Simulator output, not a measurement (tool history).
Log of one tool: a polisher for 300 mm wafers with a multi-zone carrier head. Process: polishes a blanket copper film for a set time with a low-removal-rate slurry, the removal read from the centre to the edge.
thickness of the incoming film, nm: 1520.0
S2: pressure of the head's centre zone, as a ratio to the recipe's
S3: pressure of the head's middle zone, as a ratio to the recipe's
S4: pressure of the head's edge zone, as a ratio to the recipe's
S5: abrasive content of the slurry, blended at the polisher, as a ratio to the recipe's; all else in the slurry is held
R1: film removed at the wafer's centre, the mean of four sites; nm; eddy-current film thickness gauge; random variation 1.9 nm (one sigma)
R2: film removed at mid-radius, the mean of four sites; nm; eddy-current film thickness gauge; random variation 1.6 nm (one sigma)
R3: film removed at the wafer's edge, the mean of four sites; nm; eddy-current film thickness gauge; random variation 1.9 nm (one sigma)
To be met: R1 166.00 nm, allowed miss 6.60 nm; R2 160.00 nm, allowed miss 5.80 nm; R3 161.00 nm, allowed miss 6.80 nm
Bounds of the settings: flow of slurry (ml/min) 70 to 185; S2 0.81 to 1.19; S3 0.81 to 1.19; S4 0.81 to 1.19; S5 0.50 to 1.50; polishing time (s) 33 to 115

Run 1, hour 0.0: flow of slurry (ml/min) 120, S2 1.00, S3 1.00, S4 1.00, S5 1.00, polishing time (s) 73. Result: R1 221.65 nm, R2 228.27 nm, R3 220.35 nm.
Run 2, hour 8.2: flow of slurry (ml/min) 115, S2 0.99, S3 0.97, S4 0.97, S5 0.85, polishing time (s) 71. Result: R1 205.70 nm, R2 207.81 nm, R3 207.55 nm.
Run 3, hour 15.1: flow of slurry (ml/min) 115, S2 0.99, S3 0.97, S4 0.97, S5 1.05, polishing time (s) 71. Result: R1 214.66 nm, R2 220.78 nm, R3 218.64 nm.
Run 4, hour 19.1: flow of slurry (ml/min) 115, S2 0.99, S3 0.92, S4 0.97, S5 1.05, polishing time (s) 71. Result: R1 212.70 nm, R2 205.97 nm, R3 217.29 nm.
Run 5, hour 21.1: flow of slurry (ml/min) 115, S2 0.99, S3 0.93, S4 0.95, S5 0.90, polishing time (s) 67. Result: R1 192.18 nm, R2 191.16 nm, R3 197.39 nm.
Run 6, hour 21.7: flow of slurry (ml/min) 115, S2 0.99, S3 0.93, S4 1.03, S5 0.90, polishing time (s) 67. Result: R1 192.02 nm, R2 192.12 nm, R3 203.57 nm.
Run 7, hour 27.2: flow of slurry (ml/min) 115, S2 1.00, S3 0.94, S4 1.00, S5 0.80, polishing time (s) 65. Result: R1 187.22 nm, R2 183.42 nm, R3 190.11 nm.
Run 8, hour 27.8: flow of slurry (ml/min) 110, S2 1.00, S3 0.94, S4 0.98, S5 0.70, polishing time (s) 64. Result: R1 177.70 nm, R2 172.59 nm, R3 177.24 nm.
Run 9, hour 36.2: flow of slurry (ml/min) 105, S2 1.00, S3 0.94, S4 0.97, S5 0.70, polishing time (s) 64. Result: R1 172.57 nm, R2 168.47 nm, R3 175.06 nm.
Run 10, hour 42.1: flow of slurry (ml/min) 100, S2 1.01, S3 0.95, S4 0.95, S5 0.70, polishing time (s) 64. Result: R1 170.29 nm, R2 168.85 nm, R3 171.39 nm.
Run 11, hour 42.9: flow of slurry (ml/min) 95, S2 1.02, S3 0.95, S4 0.94, S5 0.70, polishing time (s) 64. Result: R1 167.86 nm, R2 166.35 nm, R3 167.38 nm.
Run 12, hour 43.6: flow of slurry (ml/min) 95, S2 1.03, S3 0.95, S4 0.93, S5 0.70, polishing time (s) 64. Result: R1 171.29 nm, R2 170.06 nm, R3 170.59 nm.
Run 13, hour 44.2: flow of slurry (ml/min) 80, S2 1.05, S3 0.93, S4 0.88, S5 0.55, polishing time (s) 63. Result: R1 150.72 nm, R2 143.17 nm, R3 143.78 nm.
Run 14, hour 49.7: flow of slurry (ml/min) 90, S2 1.04, S3 0.93, S4 0.90, S5 0.55, polishing time (s) 63. Result: R1 158.67 nm, R2 149.76 nm, R3 148.34 nm.

Which of these 4 next moves meets every target?
Run A, hour 55.2: flow of slurry (ml/min) 80, S2 1.06, S3 0.96, S4 0.89, S5 0.60, polishing time (s) 67. Result: R1 ?, R2 ?, R3 ?.
Run B, hour 55.2: flow of slurry (ml/min) 70, S2 0.91, S3 0.97, S4 0.95, S5 0.70, polishing time (s) 70. Result: R1 ?, R2 ?, R3 ?.
Run C, hour 55.2: flow of slurry (ml/min) 95, S2 1.04, S3 0.99, S4 0.81, S5 0.50, polishing time (s) 62. Result: R1 ?, R2 ?, R3 ?.
Run D, hour 55.2: flow of slurry (ml/min) 95, S2 1.08, S3 0.94, S4 0.88, S5 0.50, polishing time (s) 62. Result: R1 ?, R2 ?, R3 ?.

move      R1      R2      R3
   A  165.02  155.15  157.08
   B  142.51  159.47  168.42
   C  155.08  150.91  139.71
   D  161.04  144.44  144.85
A: meets every target
B: takes the result that was furthest off past its target
C: further off than the last run
D: further off than the last run
The right move is A.
